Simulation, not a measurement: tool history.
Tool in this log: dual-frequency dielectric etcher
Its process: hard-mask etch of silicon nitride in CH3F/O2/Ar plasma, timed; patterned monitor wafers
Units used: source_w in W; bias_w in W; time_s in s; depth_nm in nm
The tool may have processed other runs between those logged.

run 1 hour=0 | source_w=370 bias_w=81 time_s=216.5 | depth_nm=172.72
run 2 hour=8.3 | source_w=430 bias_w=81 time_s=216.5 | depth_nm=179.94
run 3 hour=9.7 | source_w=430 bias_w=81 time_s=226 | depth_nm=188.05
run 4 hour=18.6 | source_w=430 bias_w=81 time_s=226 | depth_nm=189.18
run 5 hour=22.2 | source_w=430 bias_w=73 time_s=226 | depth_nm=177.58
run 6 hour=25.3 | source_w=430 bias_w=82 time_s=226 | depth_nm=187.53
run 7 hour=26 | source_w=400 bias_w=73 time_s=223.5 | depth_nm=169.82
run 8 hour=29.2 | source_w=380 bias_w=69 time_s=223 | depth_nm=163.34

Predict the results of run 9:
run 9 hour=31.6 | source_w=360 bias_w=66 time_s=222.5 | depth_nm=?

Run 9 produced depth_nm 159.58 nm.
